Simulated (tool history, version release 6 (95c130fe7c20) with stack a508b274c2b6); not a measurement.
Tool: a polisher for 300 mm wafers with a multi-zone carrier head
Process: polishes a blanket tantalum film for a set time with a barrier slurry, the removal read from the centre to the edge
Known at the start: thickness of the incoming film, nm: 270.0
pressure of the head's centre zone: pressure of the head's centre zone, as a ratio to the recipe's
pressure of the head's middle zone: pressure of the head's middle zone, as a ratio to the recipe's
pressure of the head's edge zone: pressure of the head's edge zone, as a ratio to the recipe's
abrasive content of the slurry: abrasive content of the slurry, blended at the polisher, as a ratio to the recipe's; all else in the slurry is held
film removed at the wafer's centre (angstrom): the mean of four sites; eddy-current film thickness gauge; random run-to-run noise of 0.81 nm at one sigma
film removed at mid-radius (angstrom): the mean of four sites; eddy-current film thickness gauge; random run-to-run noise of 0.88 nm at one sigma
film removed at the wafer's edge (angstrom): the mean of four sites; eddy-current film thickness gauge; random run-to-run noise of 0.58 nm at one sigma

| run | day | flow of slurry (ml/min) | pressure of the head's centre zone | pressure of the head's middle zone | pressure of the head's edge zone | abrasive content of the slurry | polishing time (s) | film removed at the wafer's centre (angstrom) | film removed at mid-radius (angstrom) | film removed at the wafer's edge (angstrom) |
|---|---|---|---|---|---|---|---|---|---|---|
| 1 | 0.000 | 300 | 1.00 | 1.00 | 1.00 | 1.00 | 52 | 1113.30 | 1124.10 | 1110.10 |
| 2 | 0.125 | 300 | 1.00 | 1.00 | 1.04 | 1.00 | 52 | 1109.80 | 1103.10 | 1140.40 |
| 3 | 0.175 | 295 | 1.01 | 0.97 | 1.04 | 0.95 | 50 | 1039.10 | 1035.00 | 1103.80 |
| 4 | 0.300 | 295 | 1.01 | 1.03 | 1.04 | 0.95 | 50 | 1066.40 | 1083.80 | 1104.30 |
| 5 | 0.583 | 295 | 0.96 | 1.03 | 1.04 | 0.95 | 50 | 1018.30 | 1090.30 | 1111.10 |
| 6 | 0.862 | 295 | 0.96 | 1.03 | 1.13 | 0.95 | 50 | 1028.70 | 1050.70 | 1135.60 |
| 7 | 1.079 | 295 | 0.96 | 1.03 | 1.13 | 0.95 | 50 | 994.49 | 1086.50 | 1135.50 |
| 8 | 1.300 | 295 | 0.99 | 1.00 | 1.12 | 0.90 | 48 | 984.45 | 987.86 | 1096.20 |
| 9 | 1.512 | 305 | 1.07 | 0.90 | 1.02 | 0.65 | 34 | 739.29 | 617.42 | 703.13 |
| 10 | 1.879 | 305 | 1.07 | 0.90 | 1.03 | 0.65 | 34 | 721.21 | 612.71 | 696.02 |
| 11 | 1.992 | 305 | 1.08 | 0.90 | 1.04 | 0.65 | 34 | 734.01 | 607.06 | 700.83 |
| 12 | 2.121 | 305 | 1.08 | 0.90 | 1.05 | 0.65 | 34 | 721.45 | 621.89 | 697.91 |

Estimate the outcome of run 13 from the log above:
| 13 | 2.371 | 300 | 1.07 | 0.89 | 1.04 | 0.70 | 34 | ? | ? | ? |

Run 13 came out at film removed at the wafer's centre (angstrom) 729.21, film removed at mid-radius (angstrom) 610.29, film removed at the wafer's edge (angstrom) 703.31.
